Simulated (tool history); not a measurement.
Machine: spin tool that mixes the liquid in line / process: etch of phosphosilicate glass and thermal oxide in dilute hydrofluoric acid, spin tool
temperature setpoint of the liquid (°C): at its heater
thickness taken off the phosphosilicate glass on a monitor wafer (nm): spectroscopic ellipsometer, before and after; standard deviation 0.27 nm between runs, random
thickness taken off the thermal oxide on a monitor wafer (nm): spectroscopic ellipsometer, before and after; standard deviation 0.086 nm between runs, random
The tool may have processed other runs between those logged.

| run | day | temperature setpoint of the liquid (°C) | parts of water to one part of 49 % hydrofluoric acid (parts by volume) | time under the liquid (s) | thickness taken off the phosphosilicate glass on a monitor wafer (nm) | thickness taken off the thermal oxide on a monitor wafer (nm) |
|---|---|---|---|---|---|---|
| 1 | 0.000 | 22.0 | 140 | 35 | 23.160 | 1.0468 |
| 2 | 0.262 | 24.5 | 120 | 35 | 30.215 | 1.3634 |
| 3 | 0.450 | 26.5 | 110 | 35 | 35.977 | 1.5582 |
| 4 | 0.521 | 27.5 | 100 | 35 | 41.639 | 1.8436 |
| 5 | 0.704 | 27.5 | 100 | 25 | 29.937 | 1.3504 |
| 6 | 0.783 | 27.5 | 100 | 30 | 36.015 | 1.7543 |
| 7 | 1.083 | 28.0 | 90 | 30 | 41.476 | 1.9328 |

Run 8 has not been measured yet. What should we expect?
| 8 | 1.200 | 28.5 | 85 | 30 | ? | ? |

Run 8 gave thickness taken off the phosphosilicate glass on a monitor wafer (nm) 44.907, thickness taken off the thermal oxide on a monitor wafer (nm) 2.1367.

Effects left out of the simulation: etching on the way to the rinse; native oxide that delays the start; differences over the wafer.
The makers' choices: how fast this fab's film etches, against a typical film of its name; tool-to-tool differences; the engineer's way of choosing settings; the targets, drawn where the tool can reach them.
